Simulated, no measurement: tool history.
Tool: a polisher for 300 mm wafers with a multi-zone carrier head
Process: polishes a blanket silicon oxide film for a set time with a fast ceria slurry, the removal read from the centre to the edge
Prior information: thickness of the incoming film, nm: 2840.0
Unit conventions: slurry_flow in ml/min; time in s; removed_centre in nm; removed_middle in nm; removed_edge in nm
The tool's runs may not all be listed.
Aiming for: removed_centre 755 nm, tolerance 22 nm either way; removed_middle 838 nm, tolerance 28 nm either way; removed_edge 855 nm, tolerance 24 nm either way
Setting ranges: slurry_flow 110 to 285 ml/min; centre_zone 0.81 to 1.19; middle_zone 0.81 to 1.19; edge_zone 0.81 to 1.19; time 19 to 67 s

run	hour	slurry_flow	centre_zone	middle_zone	edge_zone	time	removed_centre	removed_middle	removed_edge
1	0	180	1	1	1	43	591.08	613.74	618.64
2	9	180	1	1	1.07	43	602.92	615.58	638.3
3	10.7	185	0.99	1.01	1.09	45	616.14	653.89	676.71
4	14.3	185	0.99	1.01	1.16	45	620.94	644.48	694.38
5	21.3	185	1.03	1.01	1.16	45	642.7	660.29	701.65
6	27.6	190	1.03	1.02	1.16	46	660.69	679.48	724.36
7	34.3	200	1.03	1.03	1.16	47	682.53	698.56	734.71
8	38.9	195	1.03	1.04	1.16	48	683.38	709.03	746.26

Consider the 5 candidate settings below. Which is the only one whose results all fall within their allowed miss of target?
A	43.5	130	0.91	1.04	1.19	65	?	?	?
B	43.5	225	1.18	1.19	0.85	46	?	?	?
C	43.5	175	0.81	1.19	1.15	55	?	?	?
D	43.5	170	0.98	1.06	1.13	57	?	?	?
E	43.5	130	0.87	1.01	1.19	56	?	?	?

move	removed_centre	removed_middle	removed_edge
A	754.26	895.42	968.47
B	778.9	787.53	626.16
C	610.11	906.7	840.88
D	761.05	845.57	861.78
E	620.89	752.69	834.71
A: takes the biggest miss from the last run beyond its target
B: moves away from the targets compared with the last run
C: takes the biggest miss from the last run beyond its target
D: each result inside its tolerance
E: moves away from the targets compared with the last run
Go with D: it meets all targets.
